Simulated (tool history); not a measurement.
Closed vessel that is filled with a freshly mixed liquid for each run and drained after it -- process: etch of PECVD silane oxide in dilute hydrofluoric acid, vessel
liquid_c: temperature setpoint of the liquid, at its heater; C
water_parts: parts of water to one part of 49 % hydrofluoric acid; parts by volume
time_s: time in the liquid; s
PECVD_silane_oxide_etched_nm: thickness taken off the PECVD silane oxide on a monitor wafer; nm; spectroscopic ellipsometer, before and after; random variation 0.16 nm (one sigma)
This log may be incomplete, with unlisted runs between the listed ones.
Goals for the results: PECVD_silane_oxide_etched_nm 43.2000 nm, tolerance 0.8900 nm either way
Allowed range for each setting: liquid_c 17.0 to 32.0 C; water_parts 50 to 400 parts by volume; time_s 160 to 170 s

Run 1, hour 0.0: liquid_c 24.0 C, water_parts 225 parts by volume, time_s 160 s. Result: PECVD_silane_oxide_etched_nm 11.2360 nm.
Run 2, hour 1.4: liquid_c 25.0 C, water_parts 200 parts by volume, time_s 160 s. Result: PECVD_silane_oxide_etched_nm 13.4450 nm.
Run 3, hour 8.7: liquid_c 27.0 C, water_parts 200 parts by volume, time_s 160 s. Result: PECVD_silane_oxide_etched_nm 14.5600 nm.
Run 4, hour 11.3: liquid_c 27.0 C, water_parts 230 parts by volume, time_s 160 s. Result: PECVD_silane_oxide_etched_nm 12.0830 nm.
Run 5, hour 17.1: liquid_c 24.0 C, water_parts 230 parts by volume, time_s 160 s. Result: PECVD_silane_oxide_etched_nm 10.8870 nm.
Run 6, hour 20.1: liquid_c 20.5 C, water_parts 230 parts by volume, time_s 160 s. Result: PECVD_silane_oxide_etched_nm 9.5497 nm.
Run 7, hour 26.2: liquid_c 22.0 C, water_parts 205 parts by volume, time_s 160 s. Result: PECVD_silane_oxide_etched_nm 11.6410 nm.
Run 8, hour 28.8: liquid_c 23.5 C, water_parts 185 parts by volume, time_s 160 s. Result: PECVD_silane_oxide_etched_nm 14.0380 nm.
Run 9, hour 30.2: liquid_c 24.5 C, water_parts 165 parts by volume, time_s 160 s. Result: PECVD_silane_oxide_etched_nm 16.5670 nm.

Exercise: of the 5 proposed moves below, exactly one satisfies all targets within the stated allowed misses. Which move is it?
Run A, hour 31.6: liquid_c 22.0 C, water_parts 305 parts by volume, time_s 160 s. Result: PECVD_silane_oxide_etched_nm ?.
Run B, hour 31.6: liquid_c 24.0 C, water_parts 320 parts by volume, time_s 160 s. Result: PECVD_silane_oxide_etched_nm ?.
Run C, hour 31.6: liquid_c 24.5 C, water_parts 75 parts by volume, time_s 170 s. Result: PECVD_silane_oxide_etched_nm ?.
Run D, hour 31.6: liquid_c 25.5 C, water_parts 245 parts by volume, time_s 160 s. Result: PECVD_silane_oxide_etched_nm ?.
Run E, hour 31.6: liquid_c 23.0 C, water_parts 215 parts by volume, time_s 160 s. Result: PECVD_silane_oxide_etched_nm ?.

move  PECVD_silane_oxide_etched_nm
   A                        7.1502
   B                        7.2055
   C                       43.5440
   D                       10.6920
   E                       11.4860
A: lands further from the targets than the last run did
B: lands further from the targets than the last run did
C: meets every target
D: lands further from the targets than the last run did
E: lands further from the targets than the last run did
C is the move that brings every result within its allowed miss.

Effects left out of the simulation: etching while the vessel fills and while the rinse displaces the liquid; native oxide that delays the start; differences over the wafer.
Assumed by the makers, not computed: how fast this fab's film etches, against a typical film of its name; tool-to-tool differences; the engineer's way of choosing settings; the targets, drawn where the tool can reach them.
